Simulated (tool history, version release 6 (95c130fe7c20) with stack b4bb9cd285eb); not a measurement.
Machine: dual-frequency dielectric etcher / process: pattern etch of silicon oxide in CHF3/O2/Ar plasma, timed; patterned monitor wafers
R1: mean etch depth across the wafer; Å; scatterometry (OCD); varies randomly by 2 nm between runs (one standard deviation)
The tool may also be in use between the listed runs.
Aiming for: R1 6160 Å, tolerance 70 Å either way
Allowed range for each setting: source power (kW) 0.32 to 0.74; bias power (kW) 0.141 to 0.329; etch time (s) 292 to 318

Run 1, hour 0: source power (kW) 0.53, bias power (kW) 0.235, etch time (s) 318. Result: R1 6459.2 Å.
Run 2, hour 4.1: source power (kW) 0.52, bias power (kW) 0.235, etch time (s) 318. Result: R1 6417.8 Å.
Run 3, hour 5.8: source power (kW) 0.52, bias power (kW) 0.235, etch time (s) 318. Result: R1 6455.8 Å.
Run 4, hour 6.9: source power (kW) 0.5, bias power (kW) 0.234, etch time (s) 318. Result: R1 6304.8 Å.
Run 5, hour 9.2: source power (kW) 0.56, bias power (kW) 0.234, etch time (s) 318. Result: R1 6668.2 Å.
Run 6, hour 15.1: source power (kW) 0.56, bias power (kW) 0.213, etch time (s) 318. Result: R1 6322.8 Å.
Run 7, hour 18: source power (kW) 0.55, bias power (kW) 0.213, etch time (s) 318. Result: R1 6259.5 Å.
Run 8, hour 26.3: source power (kW) 0.55, bias power (kW) 0.213, etch time (s) 318. Result: R1 6260.9 Å.

Consider the 5 candidate settings below. Which is the only one whose results all fall within their allowed miss of target?
Run A, hour 34.6: source power (kW) 0.61, bias power (kW) 0.221, etch time (s) 300.5. Result: R1 ?.
Run B, hour 34.6: source power (kW) 0.56, bias power (kW) 0.231, etch time (s) 307.5. Result: R1 ?.
Run C, hour 34.6: source power (kW) 0.58, bias power (kW) 0.217, etch time (s) 309. Result: R1 ?.
Run D, hour 34.6: source power (kW) 0.54, bias power (kW) 0.223, etch time (s) 315. Result: R1 ?.
Run E, hour 34.6: source power (kW) 0.55, bias power (kW) 0.224, etch time (s) 305.5. Result: R1 ?.

move      R1
   A  6300.9
   B  6362.2
   C  6281.2
   D  6299.8
   E  6172.5
A: misses by more than the last run did
B: misses by more than the last run did
C: misses by more than the last run did
D: misses by more than the last run did
E: all results in spec
So the answer is move E, the one that meets all the targets.
